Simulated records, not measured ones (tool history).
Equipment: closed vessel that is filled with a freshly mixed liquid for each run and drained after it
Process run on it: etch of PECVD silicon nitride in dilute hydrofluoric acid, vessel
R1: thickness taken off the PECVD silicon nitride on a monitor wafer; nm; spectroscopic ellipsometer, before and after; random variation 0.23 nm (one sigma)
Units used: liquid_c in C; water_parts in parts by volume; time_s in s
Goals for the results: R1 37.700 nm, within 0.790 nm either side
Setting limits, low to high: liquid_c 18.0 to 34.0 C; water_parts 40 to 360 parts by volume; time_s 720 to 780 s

run 1 hour=0.0 | liquid_c=26.0 water_parts=200 time_s=720 | R1=17.253
run 2 hour=4.1 | liquid_c=26.0 water_parts=160 time_s=720 | R1=21.924
run 3 hour=6.1 | liquid_c=26.0 water_parts=160 time_s=720 | R1=21.931
run 4 hour=12.2 | liquid_c=27.0 water_parts=160 time_s=720 | R1=23.038
run 5 hour=13.6 | liquid_c=27.0 water_parts=160 time_s=720 | R1=23.310
run 6 hour=14.4 | liquid_c=24.0 water_parts=160 time_s=720 | R1=19.277
run 7 hour=16.5 | liquid_c=25.5 water_parts=160 time_s=720 | R1=20.941
run 8 hour=22.5 | liquid_c=26.5 water_parts=160 time_s=720 | R1=22.316
run 9 hour=26.4 | liquid_c=27.5 water_parts=160 time_s=720 | R1=23.995
run 10 hour=32.2 | liquid_c=27.5 water_parts=160 time_s=720 | R1=24.088
run 11 hour=39.5 | liquid_c=28.5 water_parts=160 time_s=720 | R1=25.360

Exactly one of the 5 candidate moves below puts every result within its allowed miss. Which one?
run A hour=46.8 | liquid_c=29.5 water_parts=115 time_s=780 | R1=?
run B hour=46.8 | liquid_c=29.5 water_parts=125 time_s=775 | R1=?
run C hour=46.8 | liquid_c=31.5 water_parts=135 time_s=780 | R1=?
run D hour=46.8 | liquid_c=27.0 water_parts=90 time_s=720 | R1=?
run E hour=46.8 | liquid_c=28.0 water_parts=90 time_s=775 | R1=?

move=A R1=40.941
move=B R1=37.400
move=C R1=39.377
move=D R1=41.197
move=E R1=47.292
A: pushes the last run's worst result past its target
B: hits every target within its allowed miss
C: pushes the last run's worst result past its target
D: pushes the last run's worst result past its target
E: pushes the last run's worst result past its target
Go with B: it meets all targets.
